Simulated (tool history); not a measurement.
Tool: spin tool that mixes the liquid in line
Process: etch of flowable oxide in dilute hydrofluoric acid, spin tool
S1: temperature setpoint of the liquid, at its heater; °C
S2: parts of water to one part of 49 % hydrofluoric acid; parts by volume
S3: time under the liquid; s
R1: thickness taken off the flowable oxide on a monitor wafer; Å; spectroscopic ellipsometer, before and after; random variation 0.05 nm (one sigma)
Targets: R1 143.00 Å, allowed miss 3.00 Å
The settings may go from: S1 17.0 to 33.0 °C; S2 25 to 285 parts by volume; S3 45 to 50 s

Run 1, hour 0.0: S1 25.0 °C, S2 155 parts by volume, S3 45 s. Result: R1 189.97 Å.
Run 2, hour 3.7: S1 25.0 °C, S2 155 parts by volume, S3 50 s. Result: R1 209.79 Å.
Run 3, hour 12.4: S1 25.0 °C, S2 155 parts by volume, S3 45 s. Result: R1 189.61 Å.
Run 4, hour 15.3: S1 25.0 °C, S2 155 parts by volume, S3 50 s. Result: R1 209.46 Å.
Run 5, hour 20.9: S1 23.0 °C, S2 160 parts by volume, S3 50 s. Result: R1 186.84 Å.
Run 6, hour 26.3: S1 25.5 °C, S2 160 parts by volume, S3 50 s. Result: R1 206.52 Å.
Run 7, hour 35.3: S1 21.5 °C, S2 165 parts by volume, S3 50 s. Result: R1 171.83 Å.
Run 8, hour 37.6: S1 20.5 °C, S2 165 parts by volume, S3 50 s. Result: R1 163.91 Å.
Run 9, hour 41.0: S1 19.5 °C, S2 165 parts by volume, S3 50 s. Result: R1 157.92 Å.
Run 10, hour 45.5: S1 19.0 °C, S2 165 parts by volume, S3 50 s. Result: R1 155.89 Å.
Run 11, hour 46.8: S1 18.5 °C, S2 165 parts by volume, S3 50 s. Result: R1 151.55 Å.

4 next moves are on the table. One of them brings every result within its allowed miss. Which?
Run A, hour 48.1: S1 24.0 °C, S2 170 parts by volume, S3 45 s. Result: R1 ?.
Run B, hour 48.1: S1 19.0 °C, S2 155 parts by volume, S3 50 s. Result: R1 ?.
Run C, hour 48.1: S1 17.0 °C, S2 150 parts by volume, S3 45 s. Result: R1 ?.
Run D, hour 48.1: S1 18.5 °C, S2 155 parts by volume, S3 50 s. Result: R1 ?.

move      R1
   A  162.84
   B  166.40
   C  143.55
   D  163.13
A: further off than the last run
B: further off than the last run
C: meets every target
D: further off than the last run
The right move is C.
